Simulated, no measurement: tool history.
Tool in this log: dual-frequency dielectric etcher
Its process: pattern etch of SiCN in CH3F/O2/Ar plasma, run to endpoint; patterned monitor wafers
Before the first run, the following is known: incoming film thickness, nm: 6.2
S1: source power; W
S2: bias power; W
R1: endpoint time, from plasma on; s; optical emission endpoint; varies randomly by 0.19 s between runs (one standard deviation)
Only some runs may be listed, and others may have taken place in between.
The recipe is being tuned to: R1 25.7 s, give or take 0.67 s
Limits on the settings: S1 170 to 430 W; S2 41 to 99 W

run	hour	S1	S2	R1
1	0	300	70	19.659
2	3	300	79	18.748
3	7.4	280	74	19.739
4	14.1	260	70	20.661
5	19.1	200	70	22.682
6	27.9	190	67	23.829
7	34.6	190	66	23.686
8	38.9	190	64	24.011
9	40.6	190	63	24.219
10	45.7	190	62	24.504

Which of these 5 next moves meets every target?
A	50.8	210	57	?
B	50.8	210	63	?
C	50.8	230	60	?
D	50.8	170	62	?
E	50.8	230	58	?

move	R1
A	24.344
B	23.358
C	23.057
D	25.375
E	23.38
A: further off than the last run
B: further off than the last run
C: further off than the last run
D: in spec on every target
E: further off than the last run
Correct choice: D, which meets every target
